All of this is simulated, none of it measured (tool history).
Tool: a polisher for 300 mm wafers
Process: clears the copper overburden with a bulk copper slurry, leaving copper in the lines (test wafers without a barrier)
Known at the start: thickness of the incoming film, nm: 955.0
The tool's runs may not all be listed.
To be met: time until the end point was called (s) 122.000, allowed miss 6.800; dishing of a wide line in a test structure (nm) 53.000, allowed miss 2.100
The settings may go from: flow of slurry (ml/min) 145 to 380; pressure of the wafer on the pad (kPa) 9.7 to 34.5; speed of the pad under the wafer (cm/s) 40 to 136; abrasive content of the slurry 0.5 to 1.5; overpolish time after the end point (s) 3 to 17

run,hour,flow of slurry (ml/min),pressure of the wafer on the pad (kPa),speed of the pad under the wafer (cm/s),abrasive content of the slurry,overpolish time after the end point (s),time until the end point was called (s),dishing of a wide line in a test structure (nm)
1,0.0,245,22.1,88,1.0,9,77.633,64.334
2,3.8,245,19.3,88,1.0,10,83.311,66.003
3,12.6,245,19.3,78,1.0,10,92.737,60.994
4,13.8,245,17.2,78,1.0,10,100.440,57.208
5,17.6,245,17.2,86,1.0,10,94.202,60.803
6,19.9,210,17.2,86,1.0,10,94.258,60.352
7,28.2,210,15.9,86,1.0,10,98.488,57.900
8,30.3,210,14.5,86,1.0,10,102.570,56.970
9,35.9,210,13.1,86,1.0,10,108.900,54.713
10,37.6,210,12.4,86,1.0,10,110.340,52.608

Which of these 5 next moves meets every target?
A,39.3,185,15.9,88,0.7,9,?,?
B,39.3,240,15.2,68,1.0,11,?,?
C,39.3,200,17.2,78,1.1,9,?,?
D,39.3,270,11.0,90,1.0,10,?,?
E,39.3,195,12.4,90,1.0,10,?,?

move,time until the end point was called (s),dishing of a wide line in a test structure (nm)
A,104.280,50.594
B,119.920,53.056
C,100.150,52.429
D,107.590,53.016
E,106.490,53.664
A: further off than the last run
B: meets every target
C: further off than the last run
D: further off than the last run
E: further off than the last run
The right move is B.

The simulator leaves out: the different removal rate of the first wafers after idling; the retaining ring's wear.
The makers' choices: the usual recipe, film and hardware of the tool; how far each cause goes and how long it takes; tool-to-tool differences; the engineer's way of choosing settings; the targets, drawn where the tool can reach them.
